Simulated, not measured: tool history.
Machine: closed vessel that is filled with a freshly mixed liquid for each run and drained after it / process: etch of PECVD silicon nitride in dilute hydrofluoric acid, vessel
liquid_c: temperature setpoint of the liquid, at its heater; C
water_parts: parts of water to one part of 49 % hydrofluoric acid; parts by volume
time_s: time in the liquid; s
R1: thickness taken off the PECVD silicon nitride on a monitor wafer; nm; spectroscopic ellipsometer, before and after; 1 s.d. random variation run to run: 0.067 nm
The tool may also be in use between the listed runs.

run 1 hour=0.0 | liquid_c=20.0 water_parts=110 time_s=690 | R1=17.696
run 2 hour=1.2 | liquid_c=19.5 water_parts=115 time_s=690 | R1=16.486
run 3 hour=7.4 | liquid_c=23.0 water_parts=115 time_s=690 | R1=20.841
run 4 hour=13.0 | liquid_c=23.0 water_parts=145 time_s=690 | R1=16.550
run 5 hour=21.0 | liquid_c=22.0 water_parts=145 time_s=690 | R1=15.407
run 6 hour=27.9 | liquid_c=22.0 water_parts=170 time_s=690 | R1=13.339
run 7 hour=32.1 | liquid_c=21.5 water_parts=170 time_s=690 | R1=12.903
run 8 hour=36.8 | liquid_c=21.0 water_parts=170 time_s=690 | R1=12.527
run 9 hour=37.4 | liquid_c=20.5 water_parts=170 time_s=690 | R1=12.027
run 10 hour=40.6 | liquid_c=20.5 water_parts=170 time_s=690 | R1=12.163
run 11 hour=42.3 | liquid_c=20.0 water_parts=170 time_s=690 | R1=11.539

Run 12 comes next. What will it give?
run 12 hour=49.9 | liquid_c=19.5 water_parts=170 time_s=690 | R1=?

Run 12 produced R1 11.320 nm.
